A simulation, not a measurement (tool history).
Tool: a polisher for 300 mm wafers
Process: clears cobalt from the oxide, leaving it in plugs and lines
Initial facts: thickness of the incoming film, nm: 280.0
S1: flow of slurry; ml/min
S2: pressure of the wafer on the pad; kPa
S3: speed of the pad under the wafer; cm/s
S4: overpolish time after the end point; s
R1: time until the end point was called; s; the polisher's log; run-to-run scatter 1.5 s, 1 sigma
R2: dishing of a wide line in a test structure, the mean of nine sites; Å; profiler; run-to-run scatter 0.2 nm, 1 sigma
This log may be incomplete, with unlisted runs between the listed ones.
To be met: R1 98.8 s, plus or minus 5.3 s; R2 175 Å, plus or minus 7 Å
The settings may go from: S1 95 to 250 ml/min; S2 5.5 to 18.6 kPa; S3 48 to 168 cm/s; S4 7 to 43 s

run,hour,S1,S2,S3,S4,R1,R2
1,0,160,11.7,108,22,86.035,371.13
2,7.4,160,11.7,108,31,86.05,426.08
3,8.8,160,13.8,108,31,72.119,428.95
4,17,160,11.7,108,31,81.269,413.02
5,22.4,160,11.7,82,31,105.06,396.22
6,27.6,145,11.7,82,31,109.98,390.26
7,31.7,135,13.1,74,26,112.79,360.35
# hour 40.1: slurry nozzle cleaned
8,40.1,180,9.7,104,16,90.796,316.6
9,46.6,195,9,98,14,102.36,276.33
10,51.3,205,8.3,98,13,108.59,247.73

Exercise: of the 4 proposed moves below, exactly one satisfies all targets within the stated allowed misses. Which move is it?
A,56,250,6.2,168,7,?,?
B,56,95,10.3,100,38,?,?
C,56,250,9.7,94,7,?,?
D,56,210,9,116,7,?,?

move,R1,R2
A,89.168,193.73
B,106.5,421.09
C,99.552,178.21
D,90.31,191.88
A: moves toward the targets from the last run without getting all of them in spec
B: further off than the last run
C: meets every target
D: moves toward the targets from the last run without getting all of them in spec
C meets every target.

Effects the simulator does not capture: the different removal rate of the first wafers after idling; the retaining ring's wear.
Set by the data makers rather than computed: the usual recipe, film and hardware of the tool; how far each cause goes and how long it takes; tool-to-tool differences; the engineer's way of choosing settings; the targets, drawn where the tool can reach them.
